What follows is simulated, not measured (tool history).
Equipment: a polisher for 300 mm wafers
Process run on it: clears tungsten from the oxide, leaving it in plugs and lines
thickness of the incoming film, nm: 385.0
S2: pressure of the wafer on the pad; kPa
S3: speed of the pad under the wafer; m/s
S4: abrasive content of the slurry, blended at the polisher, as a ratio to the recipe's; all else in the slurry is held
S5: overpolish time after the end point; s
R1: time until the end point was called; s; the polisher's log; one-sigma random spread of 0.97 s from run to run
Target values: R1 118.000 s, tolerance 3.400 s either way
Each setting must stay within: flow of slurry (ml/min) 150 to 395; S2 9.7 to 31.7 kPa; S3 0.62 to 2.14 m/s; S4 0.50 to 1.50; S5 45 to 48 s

{"run": 1, "day": 0.0, "flow of slurry (ml/min)": 250, "S2": 20.7, "S3": 1.38, "S4": 1.0, "S5": 45, "R1": 77.82}
{"run": 2, "day": 0.079, "flow of slurry (ml/min)": 250, "S2": 20.7, "S3": 1.52, "S4": 1.0, "S5": 45, "R1": 71.724}
{"run": 3, "day": 0.321, "flow of slurry (ml/min)": 250, "S2": 24.8, "S3": 1.52, "S4": 1.0, "S5": 45, "R1": 59.127}
{"run": 4, "day": 0.538, "flow of slurry (ml/min)": 250, "S2": 22.8, "S3": 1.52, "S4": 1.0, "S5": 45, "R1": 64.869}
{"run": 5, "day": 0.821, "flow of slurry (ml/min)": 250, "S2": 21.4, "S3": 1.52, "S4": 1.0, "S5": 45, "R1": 68.45}
{"run": 6, "day": 0.9, "flow of slurry (ml/min)": 250, "S2": 21.4, "S3": 1.52, "S4": 1.0, "S5": 45, "R1": 69.52}
{"run": 7, "day": 0.983, "flow of slurry (ml/min)": 250, "S2": 20.0, "S3": 1.52, "S4": 1.0, "S5": 45, "R1": 73.425}
{"run": 8, "day": 1.033, "flow of slurry (ml/min)": 250, "S2": 18.6, "S3": 1.52, "S4": 1.0, "S5": 45, "R1": 77.966}
{"run": 9, "day": 1.142, "flow of slurry (ml/min)": 250, "S2": 17.2, "S3": 1.52, "S4": 1.0, "S5": 45, "R1": 84.529}
{"run": 10, "day": 1.362, "flow of slurry (ml/min)": 250, "S2": 16.5, "S3": 1.52, "S4": 1.0, "S5": 45, "R1": 87.489}
{"run": 11, "day": 1.612, "flow of slurry (ml/min)": 250, "S2": 15.9, "S3": 1.52, "S4": 1.0, "S5": 45, "R1": 91.063}
{"run": 12, "day": 1.846, "flow of slurry (ml/min)": 250, "S2": 15.2, "S3": 1.52, "S4": 1.0, "S5": 45, "R1": 96.903}
{"run": 13, "day": 2.029, "flow of slurry (ml/min)": 250, "S2": 14.5, "S3": 1.52, "S4": 1.0, "S5": 45, "R1": 101.01}
{"run": 14, "day": 2.333, "flow of slurry (ml/min)": 245, "S2": 13.1, "S3": 1.52, "S4": 1.0, "S5": 45, "R1": 111.72}
{"run": 15, "day": 2.558, "flow of slurry (ml/min)": 240, "S2": 13.1, "S3": 1.52, "S4": 1.0, "S5": 45, "R1": 110.52}
{"run": 16, "day": 2.779, "flow of slurry (ml/min)": 235, "S2": 13.1, "S3": 1.52, "S4": 1.0, "S5": 45, "R1": 111.23}
{"run": 17, "day": 3.125, "flow of slurry (ml/min)": 230, "S2": 13.1, "S3": 1.52, "S4": 1.0, "S5": 45, "R1": 109.83}

Which one of the following 4 next-run settings gets every result inside its allowed miss? There is exactly one.
{"run": "A", "day": 3.471, "flow of slurry (ml/min)": 205, "S2": 11.0, "S3": 1.54, "S4": 1.1, "S5": 45, "R1": "?"}
{"run": "B", "day": 3.471, "flow of slurry (ml/min)": 185, "S2": 15.9, "S3": 1.46, "S4": 1.05, "S5": 45, "R1": "?"}
{"run": "C", "day": 3.471, "flow of slurry (ml/min)": 170, "S2": 12.4, "S3": 1.46, "S4": 0.9, "S5": 48, "R1": "?"}
{"run": "D", "day": 3.471, "flow of slurry (ml/min)": 175, "S2": 13.8, "S3": 1.46, "S4": 0.8, "S5": 45, "R1": "?"}

move=A R1=125.590
move=B R1=95.653
move=C R1=126.650
move=D R1=117.410
A: takes the result that was furthest off past its target
B: its largest miss is bigger than the last run's
C: takes the result that was furthest off past its target
D: in spec on every target
So the answer is move D, the one that meets all the targets.
